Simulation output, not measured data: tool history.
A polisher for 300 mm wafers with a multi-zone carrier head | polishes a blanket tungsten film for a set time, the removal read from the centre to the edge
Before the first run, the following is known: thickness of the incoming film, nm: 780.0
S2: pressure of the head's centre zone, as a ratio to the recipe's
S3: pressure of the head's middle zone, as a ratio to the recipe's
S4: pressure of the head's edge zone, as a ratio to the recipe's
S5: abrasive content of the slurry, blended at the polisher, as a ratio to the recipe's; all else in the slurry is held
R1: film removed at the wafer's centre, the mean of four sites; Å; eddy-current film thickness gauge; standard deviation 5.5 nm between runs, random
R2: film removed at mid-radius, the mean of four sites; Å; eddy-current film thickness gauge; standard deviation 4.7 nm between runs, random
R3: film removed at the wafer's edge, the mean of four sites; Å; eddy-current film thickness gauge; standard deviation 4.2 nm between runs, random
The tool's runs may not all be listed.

Run 1, day 0: flow of slurry (ml/min) 175, S2 1, S3 1, S4 1, S5 1, polishing time (s) 54. Result: R1 3046.3 Å, R2 2847.6 Å, R3 2832.5 Å.
Run 2, day 0.079: flow of slurry (ml/min) 175, S2 0.97, S3 1, S4 1, S5 1, polishing time (s) 54. Result: R1 2890.7 Å, R2 2836.3 Å, R3 2946 Å.
Run 3, day 0.104: flow of slurry (ml/min) 185, S2 1, S3 1.04, S4 1.01, S5 1.1, polishing time (s) 55. Result: R1 3138.6 Å, R2 3075.3 Å, R3 3125.5 Å.
Run 4, day 0.192: flow of slurry (ml/min) 195, S2 1.03, S3 1.08, S4 0.99, S5 1.1, polishing time (s) 55. Result: R1 3261.8 Å, R2 3223.5 Å, R3 3088 Å.
Run 5, day 0.258: flow of slurry (ml/min) 230, S2 1.03, S3 1.08, S4 0.99, S5 1.1, polishing time (s) 55. Result: R1 3392.8 Å, R2 3306.3 Å, R3 3194.9 Å.
Run 6, day 0.358: flow of slurry (ml/min) 190, S2 1.03, S3 1.08, S4 0.99, S5 1.1, polishing time (s) 55. Result: R1 3200.5 Å, R2 3181.6 Å, R3 3053.1 Å.
Run 7, day 0.496: flow of slurry (ml/min) 205, S2 1.06, S3 1.1, S4 0.98, S5 1.1, polishing time (s) 55. Result: R1 3434.4 Å, R2 3288.1 Å, R3 3145.7 Å.
Run 8, day 0.746: flow of slurry (ml/min) 215, S2 1.07, S3 1.12, S4 0.96, S5 1.1, polishing time (s) 55. Result: R1 3486.3 Å, R2 3347.1 Å, R3 3089.9 Å.
Run 9, day 0.842: flow of slurry (ml/min) 220, S2 1.08, S3 1.14, S4 0.96, S5 1.1, polishing time (s) 55. Result: R1 3485.6 Å, R2 3452 Å, R3 3112.1 Å.

Run 10 comes next. What will it give?
Run 10, day 0.996: flow of slurry (ml/min) 225, S2 1.09, S3 1.15, S4 0.96, S5 1.1, polishing time (s) 55. Result: R1 ?, R2 ?, R3 ?.

{"run 10": {"R1": 3479.4, "R2": 3476.6, "R3": 3077.1}}
